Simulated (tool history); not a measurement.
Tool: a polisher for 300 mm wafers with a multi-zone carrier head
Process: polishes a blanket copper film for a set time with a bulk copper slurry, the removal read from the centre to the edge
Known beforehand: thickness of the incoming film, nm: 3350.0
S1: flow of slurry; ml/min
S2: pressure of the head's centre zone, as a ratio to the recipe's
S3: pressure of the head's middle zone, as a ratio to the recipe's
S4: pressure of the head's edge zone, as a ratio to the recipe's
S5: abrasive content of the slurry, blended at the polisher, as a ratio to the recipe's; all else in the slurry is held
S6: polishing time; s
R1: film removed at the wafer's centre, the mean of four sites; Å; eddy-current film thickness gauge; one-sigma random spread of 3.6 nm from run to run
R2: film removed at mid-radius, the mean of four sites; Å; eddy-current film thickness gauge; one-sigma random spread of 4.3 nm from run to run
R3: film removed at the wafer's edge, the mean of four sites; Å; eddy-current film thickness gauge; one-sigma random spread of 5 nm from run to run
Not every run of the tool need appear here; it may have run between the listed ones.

{"run": 1, "hour": 0.0, "S1": 140, "S2": 1.0, "S3": 1.0, "S4": 1.0, "S5": 1.0, "S6": 51, "R1": 4494.1, "R2": 4567.8, "R3": 4518.1}
{"run": 2, "hour": 8.4, "S1": 140, "S2": 1.0, "S3": 1.08, "S4": 1.0, "S5": 1.0, "S6": 51, "R1": 4504.1, "R2": 4803.5, "R3": 4450.8}
{"run": 3, "hour": 17.1, "S1": 150, "S2": 1.01, "S3": 1.09, "S4": 1.01, "S5": 1.0, "S6": 51, "R1": 4651.9, "R2": 4902.8, "R3": 4430.8}
{"run": 4, "hour": 21.8, "S1": 125, "S2": 1.01, "S3": 1.09, "S4": 1.01, "S5": 1.0, "S6": 51, "R1": 4375.3, "R2": 4738.3, "R3": 4396.1}
{"run": 5, "hour": 29.8, "S1": 135, "S2": 1.01, "S3": 1.1, "S4": 1.03, "S5": 1.05, "S6": 51, "R1": 4610.4, "R2": 4937.4, "R3": 4545.0}
{"run": 6, "hour": 33.1, "S1": 135, "S2": 1.01, "S3": 1.1, "S4": 1.03, "S5": 1.15, "S6": 51, "R1": 4634.8, "R2": 5088.9, "R3": 4672.5}
{"run": 7, "hour": 35.1, "S1": 145, "S2": 1.01, "S3": 1.1, "S4": 1.04, "S5": 1.15, "S6": 51, "R1": 4754.4, "R2": 5077.0, "R3": 4673.6}

Run 8 is up next; what results do you expect?
{"run": 8, "hour": 38.8, "S1": 145, "S2": 1.01, "S3": 1.1, "S4": 1.04, "S5": 1.15, "S6": 51, "R1": "?", "R2": "?", "R3": "?"}

R1: 4830.3 Å
R2: 5090.2 Å
R3: 4721.3 Å
